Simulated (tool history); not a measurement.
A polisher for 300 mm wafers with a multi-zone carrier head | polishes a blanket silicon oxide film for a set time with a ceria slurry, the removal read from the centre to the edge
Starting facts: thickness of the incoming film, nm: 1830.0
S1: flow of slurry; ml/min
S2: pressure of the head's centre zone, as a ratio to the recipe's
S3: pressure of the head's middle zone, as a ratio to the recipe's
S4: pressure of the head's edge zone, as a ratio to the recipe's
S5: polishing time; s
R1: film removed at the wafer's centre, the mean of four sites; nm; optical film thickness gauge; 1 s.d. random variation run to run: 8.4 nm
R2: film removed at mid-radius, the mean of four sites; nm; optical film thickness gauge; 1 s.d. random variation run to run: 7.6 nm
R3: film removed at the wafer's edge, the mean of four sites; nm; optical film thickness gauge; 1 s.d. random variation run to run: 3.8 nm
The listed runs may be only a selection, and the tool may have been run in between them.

run 1 hour=0.0 | S1=160 S2=1.00 S3=1.00 S4=1.00 S5=76 | R1=406.77 R2=411.96 R3=405.95
run 2 hour=6.8 | S1=170 S2=1.00 S3=1.01 S4=1.05 S5=81 | R1=435.46 R2=436.42 R3=444.00
run 3 hour=15.6 | S1=170 S2=0.93 S3=1.01 S4=1.05 S5=81 | R1=405.30 R2=439.91 R3=441.06
run 4 hour=21.4 | S1=175 S2=0.95 S3=1.02 S4=1.08 S5=86 | R1=435.26 R2=476.10 R3=480.59
run 5 hour=27.5 | S1=155 S2=0.95 S3=1.02 S4=1.08 S5=86 | R1=436.14 R2=464.77 R3=471.96
run 6 hour=30.3 | S1=170 S2=0.98 S3=1.03 S4=1.11 S5=89 | R1=475.89 R2=498.39 R3=507.70
run 7 hour=33.8 | S1=180 S2=0.99 S3=1.03 S4=1.13 S5=91 | R1=486.95 R2=510.20 R3=520.26

Run 8 is up next; what results do you expect?
run 8 hour=34.3 | S1=180 S2=1.00 S3=1.03 S4=1.14 S5=93 | R1=? R2=? R3=?

Run 8 yielded R1 496.70 nm, R2 519.40 nm, R3 538.50 nm.
